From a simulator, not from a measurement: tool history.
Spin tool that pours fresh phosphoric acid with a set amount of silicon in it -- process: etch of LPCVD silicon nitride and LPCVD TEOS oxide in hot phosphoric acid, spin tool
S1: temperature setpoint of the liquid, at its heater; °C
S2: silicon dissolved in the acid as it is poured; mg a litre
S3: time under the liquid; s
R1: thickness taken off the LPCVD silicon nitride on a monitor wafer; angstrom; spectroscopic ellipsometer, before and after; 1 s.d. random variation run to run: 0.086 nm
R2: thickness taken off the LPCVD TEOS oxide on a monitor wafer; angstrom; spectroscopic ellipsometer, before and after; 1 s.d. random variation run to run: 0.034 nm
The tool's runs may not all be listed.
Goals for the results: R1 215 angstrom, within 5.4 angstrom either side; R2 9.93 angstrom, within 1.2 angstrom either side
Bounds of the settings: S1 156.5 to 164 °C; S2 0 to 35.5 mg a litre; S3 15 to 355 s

{"run": 1, "hour": 0.0, "S1": 159, "S2": 15.5, "S3": 180, "R1": 161.12, "R2": 7.504}
{"run": 2, "hour": 8.2, "S1": 160, "S2": 16.5, "S3": 185, "R1": 170.97, "R2": 7.9575}
{"run": 3, "hour": 11.2, "S1": 160, "S2": 11.5, "S3": 185, "R1": 170.97, "R2": 8.5396}
{"run": 4, "hour": 18.3, "S1": 160, "S2": 11.5, "S3": 255, "R1": 236.11, "R2": 12.674}
{"run": 5, "hour": 22.0, "S1": 161, "S2": 11.5, "S3": 255, "R1": 244.22, "R2": 13.901}
{"run": 6, "hour": 26.7, "S1": 160.5, "S2": 12, "S3": 255, "R1": 239.79, "R2": 13.139}
{"run": 7, "hour": 32.0, "S1": 160, "S2": 12.5, "S3": 255, "R1": 235.77, "R2": 11.494}
{"run": 8, "hour": 40.2, "S1": 159.5, "S2": 11.5, "S3": 255, "R1": 232.36, "R2": 11.13}
{"run": 9, "hour": 49.0, "S1": 159.5, "S2": 10.5, "S3": 255, "R1": 232.03, "R2": 12.06}
{"run": 10, "hour": 53.5, "S1": 159, "S2": 10.5, "S3": 255, "R1": 228.15, "R2": 11.301}
{"run": 11, "hour": 62.1, "S1": 158.5, "S2": 10.5, "S3": 255, "R1": 224.35, "R2": 10.623}
{"run": 12, "hour": 66.9, "S1": 158.5, "S2": 10, "S3": 255, "R1": 223.98, "R2": 10.78}
{"run": 13, "hour": 68.4, "S1": 158, "S2": 9.5, "S3": 255, "R1": 220.89, "R2": 10.703}

5 candidate next runs follow, results not yet known. Just one meets every target within its allowed miss. Identify it.
{"run": "A", "hour": 69.9, "S1": 159, "S2": 0, "S3": 225, "R1": "?", "R2": "?"}
{"run": "B", "hour": 69.9, "S1": 157, "S2": 10.5, "S3": 255, "R1": "?", "R2": "?"}
{"run": "C", "hour": 69.9, "S1": 161, "S2": 6, "S3": 225, "R1": "?", "R2": "?"}
{"run": "D", "hour": 69.9, "S1": 159.5, "S2": 3.5, "S3": 225, "R1": "?", "R2": "?"}
{"run": "E", "hour": 69.9, "S1": 161.5, "S2": 0, "S3": 205, "R1": "?", "R2": "?"}

move=A R1=201.78 R2=12.494
move=B R1=213.7 R2=9.8653
move=C R1=215.8 R2=12.909
move=D R1=205.21 R2=12.142
move=E R1=199.93 R2=13.698
A: moves the result that the last run missed by most past its target, out the other side
B: meets every target
C: meets the target for the result that was furthest off, but another lies outside its allowed miss
D: moves the result that the last run missed by most past its target, out the other side
E: moves the result that the last run missed by most past its target, out the other side
Correct choice: B, which meets every target
